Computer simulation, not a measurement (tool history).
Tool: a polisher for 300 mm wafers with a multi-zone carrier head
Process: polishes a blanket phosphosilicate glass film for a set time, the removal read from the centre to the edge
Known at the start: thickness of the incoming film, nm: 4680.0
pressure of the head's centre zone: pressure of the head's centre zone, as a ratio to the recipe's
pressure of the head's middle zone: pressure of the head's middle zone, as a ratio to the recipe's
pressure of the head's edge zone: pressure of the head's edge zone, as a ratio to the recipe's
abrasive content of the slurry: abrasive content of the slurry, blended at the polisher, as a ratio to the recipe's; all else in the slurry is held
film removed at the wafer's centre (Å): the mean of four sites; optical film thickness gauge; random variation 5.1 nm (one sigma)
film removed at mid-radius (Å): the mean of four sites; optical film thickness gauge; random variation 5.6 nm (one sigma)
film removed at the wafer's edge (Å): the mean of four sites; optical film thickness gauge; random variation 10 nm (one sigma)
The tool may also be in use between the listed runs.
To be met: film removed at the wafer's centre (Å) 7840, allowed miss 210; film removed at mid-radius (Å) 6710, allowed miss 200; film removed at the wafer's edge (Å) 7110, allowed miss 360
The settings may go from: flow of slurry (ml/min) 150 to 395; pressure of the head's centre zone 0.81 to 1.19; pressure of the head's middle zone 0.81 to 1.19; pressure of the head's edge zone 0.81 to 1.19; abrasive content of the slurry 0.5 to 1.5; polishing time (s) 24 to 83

run,hour,flow of slurry (ml/min),pressure of the head's centre zone,pressure of the head's middle zone,pressure of the head's edge zone,abrasive content of the slurry,polishing time (s),film removed at the wafer's centre (Å),film removed at mid-radius (Å),film removed at the wafer's edge (Å)
1,0,250,1,1,1,1,53,4588.9,4632.1,4568
2,2.6,250,1,1,0.94,1,53,4607.1,4569.6,4482.8
3,7.4,255,1.02,0.99,0.96,1.05,54,4840.9,4688.8,4525.6
4,15.5,255,1.05,0.99,0.96,1.05,54,4929.4,4733.8,4696.2
5,16.4,260,1.07,0.98,0.97,1.1,55,5277.6,4835.1,4733.4
6,22.6,245,1.07,0.97,0.99,1.15,57,5453.8,5032.1,5080.4
7,25.4,245,1.08,0.97,1.01,1.2,58,5658,5193.6,5304.6
8,30.1,250,1.09,0.97,1.03,1.25,59,5952.6,5352,5382.2
9,32.3,240,1.1,0.97,1.03,1.3,60,6087.3,5523,5623.9
10,39.7,240,1.11,0.97,1.04,1.35,61,6322.9,5591.8,5820.5
11,41.1,240,1.12,0.97,1.05,1.35,62,6536.3,5745.6,5651.7
12,44.3,250,1.12,0.96,1.05,1.35,63,6648.2,5770.8,6051.8
13,50.9,260,1.12,0.96,1.05,1.35,63,6665,5871.7,5894
14,52.7,250,1.12,0.96,1.05,1.35,64,6680,5885.2,6118.7
15,59,250,1.12,0.96,1.05,1.35,65,6816.1,5840.4,5928
16,59.6,310,1.15,1,1.15,1.5,66,7539.8,6549.3,6782.7

4 next moves are on the table. One of them brings every result within its allowed miss. Which?
A,60.2,335,1.18,1.07,1.14,1.4,61,?,?,?
B,60.2,345,1.1,0.86,1.18,1.4,71,?,?,?
C,60.2,375,0.97,0.83,1.19,1.5,71,?,?,?
D,60.2,235,1.08,0.89,0.99,1.45,76,?,?,?

move,film removed at the wafer's centre (Å),film removed at mid-radius (Å),film removed at the wafer's edge (Å)
A,7080.3,6333,6209.8
B,7691.3,6308,7378.2
C,6956.8,6317.9,7591.8
D,7783.5,6694.8,7128.7
A: further off than the last run
B: brings the result that was furthest off to its target, and leaves another outside
C: further off than the last run
D: meets every target
Move D is the one to make.
